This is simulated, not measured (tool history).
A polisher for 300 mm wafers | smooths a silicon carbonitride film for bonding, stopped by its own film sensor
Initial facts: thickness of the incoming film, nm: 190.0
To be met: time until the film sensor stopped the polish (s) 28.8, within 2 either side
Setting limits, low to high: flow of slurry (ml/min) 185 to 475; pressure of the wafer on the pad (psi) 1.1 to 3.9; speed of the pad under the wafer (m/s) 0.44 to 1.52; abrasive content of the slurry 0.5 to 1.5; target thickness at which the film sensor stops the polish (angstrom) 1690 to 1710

run,hour,flow of slurry (ml/min),pressure of the wafer on the pad (psi),speed of the pad under the wafer (m/s),abrasive content of the slurry,target thickness at which the film sensor stops the polish (angstrom),time until the film sensor stopped the polish (s)
1,0,305,2.5,0.98,1,1690,66.082
2,7.4,305,2.5,0.98,0.9,1690,72.05
3,11.4,305,2.5,0.98,1.05,1690,63.627
4,16.3,305,2.7,1.02,1.05,1690,59.292
5,20.8,305,2.7,1.26,1.05,1690,49.307
6,28.3,305,2.4,1.26,1.05,1690,54.95
7,36.4,305,2.4,1.26,1.05,1690,52.938
8,44.7,305,2.6,1.3,1.05,1690,49.845
9,49.3,305,2.8,1.34,1.05,1690,44.194
10,55.2,305,2.9,1.36,1.05,1690,44.424
11,57.3,305,3,1.38,1.05,1690,40.774
12,62.8,305,3.1,1.4,1.05,1690,39.781
13,66.9,305,3.2,1.42,1.05,1690,37.842
14,71.6,305,3.3,1.44,1.05,1690,36.295
15,74.3,305,3.4,1.46,1.05,1690,35.198
16,78.2,305,3.5,1.46,1.05,1690,33.703

Consider the 4 candidate settings below. Which is the only one whose results all fall within their allowed miss of target?
A,82.1,300,3.7,1.46,1.35,1710,?
B,82.1,335,3.9,1.4,1.25,1710,?
C,82.1,325,3.3,1.52,1.2,1710,?
D,82.1,270,3.8,1.36,1.45,1710,?

move,time until the film sensor stopped the polish (s)
A,25.286
B,25.67
C,29.096
D,25.368
A: moves the result that the last run missed by most past its target, out the other side
B: moves the result that the last run missed by most past its target, out the other side
C: in spec on every target
D: moves the result that the last run missed by most past its target, out the other side
The right move is C.
